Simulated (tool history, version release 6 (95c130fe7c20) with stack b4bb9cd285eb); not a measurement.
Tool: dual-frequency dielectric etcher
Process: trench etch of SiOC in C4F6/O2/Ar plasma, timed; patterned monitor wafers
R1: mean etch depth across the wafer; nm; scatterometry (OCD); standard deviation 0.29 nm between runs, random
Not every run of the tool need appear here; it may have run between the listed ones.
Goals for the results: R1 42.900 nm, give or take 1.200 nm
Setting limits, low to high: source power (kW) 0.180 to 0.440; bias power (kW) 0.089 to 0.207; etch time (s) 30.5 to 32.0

{"run": 1, "hour": 0.0, "source power (kW)": 0.31, "bias power (kW)": 0.148, "etch time (s)": 30.5, "R1": 51.634}
{"run": 2, "hour": 2.0, "source power (kW)": 0.35, "bias power (kW)": 0.148, "etch time (s)": 30.5, "R1": 54.381}
{"run": 3, "hour": 10.1, "source power (kW)": 0.35, "bias power (kW)": 0.148, "etch time (s)": 30.5, "R1": 53.763}
{"run": 4, "hour": 14.2, "source power (kW)": 0.35, "bias power (kW)": 0.16, "etch time (s)": 30.5, "R1": 55.46}
{"run": 5, "hour": 20.5, "source power (kW)": 0.32, "bias power (kW)": 0.151, "etch time (s)": 30.5, "R1": 52.456}
{"run": 6, "hour": 27.0, "source power (kW)": 0.29, "bias power (kW)": 0.145, "etch time (s)": 30.5, "R1": 50.034}
{"run": 7, "hour": 34.9, "source power (kW)": 0.27, "bias power (kW)": 0.14, "etch time (s)": 30.5, "R1": 48.765}
{"run": 8, "hour": 39.8, "source power (kW)": 0.21, "bias power (kW)": 0.11, "etch time (s)": 30.5, "R1": 41.196}
{"run": 9, "hour": 43.8, "source power (kW)": 0.21, "bias power (kW)": 0.111, "etch time (s)": 30.5, "R1": 41.357}
{"run": 10, "hour": 51.3, "source power (kW)": 0.21, "bias power (kW)": 0.112, "etch time (s)": 30.5, "R1": 41.46}
{"run": 11, "hour": 58.8, "source power (kW)": 0.21, "bias power (kW)": 0.112, "etch time (s)": 30.5, "R1": 41.009}

5 candidate next runs follow, results not yet known. Just one meets every target within its allowed miss. Identify it.
{"run": "A", "hour": 66.3, "source power (kW)": 0.21, "bias power (kW)": 0.111, "etch time (s)": 30.5, "R1": "?"}
{"run": "B", "hour": 66.3, "source power (kW)": 0.24, "bias power (kW)": 0.111, "etch time (s)": 30.5, "R1": "?"}
{"run": "C", "hour": 66.3, "source power (kW)": 0.21, "bias power (kW)": 0.103, "etch time (s)": 31.0, "R1": "?"}
{"run": "D", "hour": 66.3, "source power (kW)": 0.18, "bias power (kW)": 0.101, "etch time (s)": 31.5, "R1": "?"}
{"run": "E", "hour": 66.3, "source power (kW)": 0.18, "bias power (kW)": 0.114, "etch time (s)": 30.5, "R1": "?"}

move=A R1=41.223
move=B R1=42.731
move=C R1=40.597
move=D R1=39.316
move=E R1=40.082
A: better than the last run, though not everything is in spec
B: meets every target
C: moves away from the targets compared with the last run
D: moves away from the targets compared with the last run
E: moves away from the targets compared with the last run
B meets every target.

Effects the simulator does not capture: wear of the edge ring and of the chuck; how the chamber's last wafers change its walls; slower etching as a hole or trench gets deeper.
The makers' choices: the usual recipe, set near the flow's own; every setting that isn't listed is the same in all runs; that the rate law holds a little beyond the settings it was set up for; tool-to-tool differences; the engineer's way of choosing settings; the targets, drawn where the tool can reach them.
